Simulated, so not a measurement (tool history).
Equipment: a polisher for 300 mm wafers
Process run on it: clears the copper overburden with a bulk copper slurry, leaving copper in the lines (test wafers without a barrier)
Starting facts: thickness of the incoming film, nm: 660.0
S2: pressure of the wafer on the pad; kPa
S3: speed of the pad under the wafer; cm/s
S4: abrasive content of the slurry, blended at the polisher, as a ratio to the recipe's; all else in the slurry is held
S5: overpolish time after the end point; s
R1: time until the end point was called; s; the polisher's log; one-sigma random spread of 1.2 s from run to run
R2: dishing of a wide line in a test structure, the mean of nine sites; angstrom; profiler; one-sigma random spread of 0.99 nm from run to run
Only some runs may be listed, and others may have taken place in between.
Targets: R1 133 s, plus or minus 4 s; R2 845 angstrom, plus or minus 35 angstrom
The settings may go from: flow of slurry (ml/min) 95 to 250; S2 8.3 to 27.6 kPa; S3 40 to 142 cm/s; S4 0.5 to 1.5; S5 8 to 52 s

run 1 hour=0 | flow_of_slurry_(ml/min)=160 S2=17.9 S3=90 S4=1 S5=26 | R1=103.82 R2=885.78
run 2 hour=4.1 | flow_of_slurry_(ml/min)=160 S2=17.9 S3=90 S4=1 S5=36 | R1=104.4 R2=1080.8
run 3 hour=10.6 | flow_of_slurry_(ml/min)=160 S2=17.9 S3=90 S4=1 S5=42 | R1=105.61 R2=1173.6
run 4 hour=11.3 | flow_of_slurry_(ml/min)=160 S2=21.4 S3=90 S4=1 S5=42 | R1=90.013 R2=1292.5
run 5 hour=19 | flow_of_slurry_(ml/min)=160 S2=24.1 S3=90 S4=1 S5=42 | R1=78.123 R2=1392.2
run 6 hour=24.1 | flow_of_slurry_(ml/min)=160 S2=22.1 S3=90 S4=1 S5=40 | R1=86.693 R2=1271.3
run 7 hour=32.8 | flow_of_slurry_(ml/min)=160 S2=20.7 S3=90 S4=1 S5=38 | R1=91.207 R2=1197.4
run 8 hour=34 | flow_of_slurry_(ml/min)=160 S2=19.3 S3=90 S4=1 S5=37 | R1=97.182 R2=1156.5
run 9 hour=37 | flow_of_slurry_(ml/min)=160 S2=17.9 S3=90 S4=1 S5=36 | R1=105.76 R2=1095.7
-- hour=45.2 worn pad replaced by a new one
run 10 hour=45.2 | flow_of_slurry_(ml/min)=160 S2=17.2 S3=90 S4=1 S5=35 | R1=100.31 R2=1077.1
run 11 hour=50.3 | flow_of_slurry_(ml/min)=155 S2=15.9 S3=90 S4=1 S5=34 | R1=108.26 R2=1003.1
run 12 hour=51.9 | flow_of_slurry_(ml/min)=160 S2=15.2 S3=90 S4=1 S5=33 | R1=114.47 R2=967.68

Which single option among these 5 for the next run brings every result within its allowed miss of target? Just one does.
run A hour=53.5 | flow_of_slurry_(ml/min)=155 S2=14.5 S3=78 S4=1.05 S5=27 | R1=? R2=?
run B hour=53.5 | flow_of_slurry_(ml/min)=155 S2=15.9 S3=64 S4=1 S5=33 | R1=? R2=?
run C hour=53.5 | flow_of_slurry_(ml/min)=185 S2=11 S3=98 S4=1.2 S5=35 | R1=? R2=?
run D hour=53.5 | flow_of_slurry_(ml/min)=170 S2=13.8 S3=74 S4=1.15 S5=28 | R1=? R2=?
run E hour=53.5 | flow_of_slurry_(ml/min)=175 S2=14.5 S3=108 S4=0.55 S5=43 | R1=? R2=?

move=A R1=133.3 R2=767.39
move=B R1=144.78 R2=838.75
move=C R1=134.32 R2=847.55
move=D R1=141.12 R2=751.67
move=E R1=109.09 R2=1095.1
A: gets the furthest-off result to its target, but another result is out of tolerance
B: moves the result that the last run missed by most past its target, out the other side
C: all results land within tolerance of their targets
D: moves the result that the last run missed by most past its target, out the other side
E: moves away from the targets compared with the last run
The move that meets every target is C.
